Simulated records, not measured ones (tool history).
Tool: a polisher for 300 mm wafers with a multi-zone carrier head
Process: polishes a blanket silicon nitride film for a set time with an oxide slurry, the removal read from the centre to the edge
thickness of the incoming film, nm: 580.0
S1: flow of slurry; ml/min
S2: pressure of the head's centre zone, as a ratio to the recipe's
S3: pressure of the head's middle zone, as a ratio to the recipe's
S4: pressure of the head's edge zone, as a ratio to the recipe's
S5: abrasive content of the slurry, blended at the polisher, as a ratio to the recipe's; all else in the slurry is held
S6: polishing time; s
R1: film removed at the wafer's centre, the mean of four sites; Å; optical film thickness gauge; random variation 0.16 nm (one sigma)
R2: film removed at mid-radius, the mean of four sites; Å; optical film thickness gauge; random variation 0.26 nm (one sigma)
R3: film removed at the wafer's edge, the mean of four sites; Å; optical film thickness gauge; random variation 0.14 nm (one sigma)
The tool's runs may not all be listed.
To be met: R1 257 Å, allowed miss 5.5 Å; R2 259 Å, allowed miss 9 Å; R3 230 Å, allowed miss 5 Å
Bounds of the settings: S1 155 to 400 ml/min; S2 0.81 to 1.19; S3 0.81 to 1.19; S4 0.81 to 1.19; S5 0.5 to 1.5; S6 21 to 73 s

run,hour,S1,S2,S3,S4,S5,S6,R1,R2,R3
1,0,255,1,1,1,1,47,265.18,273.36,257.78
2,5.8,240,1,1,0.96,1,47,259.79,262.36,249.27
3,7.7,240,1,1,0.96,1.15,47,282.69,288.89,273.26
4,10.2,235,1,1.01,0.92,1.1,47,275.4,291,260.79
5,16.6,225,1,1,0.89,1.05,47,265.4,266.53,249.35
6,18.6,225,1,1.03,0.89,1.05,47,265.53,273.35,246.33
7,23.7,180,1.01,1.01,0.81,1,47,247.55,255.05,226.37
8,25.5,180,1.01,1.01,0.81,1,47,247.52,249.78,224.78
9,27,190,1.01,1.01,0.81,1,47,247.02,254.5,225.16

Which of these 4 next moves meets every target?
A,28.5,155,1.05,1.03,0.84,0.85,55,?,?,?
B,28.5,220,1.11,1.04,0.83,1.05,42,?,?,?
C,28.5,180,0.97,1.02,0.84,1.1,43,?,?,?
D,28.5,210,1,1.04,0.81,0.95,46,?,?,?

move,R1,R2,R3
A,255.94,259.52,230.06
B,258.18,249.26,214.21
C,232.72,249.94,221.41
D,239.01,253.27,215.62
A: meets every target
B: brings the result that was furthest off to its target, and leaves another outside
C: further off than the last run
D: further off than the last run
Answer: A

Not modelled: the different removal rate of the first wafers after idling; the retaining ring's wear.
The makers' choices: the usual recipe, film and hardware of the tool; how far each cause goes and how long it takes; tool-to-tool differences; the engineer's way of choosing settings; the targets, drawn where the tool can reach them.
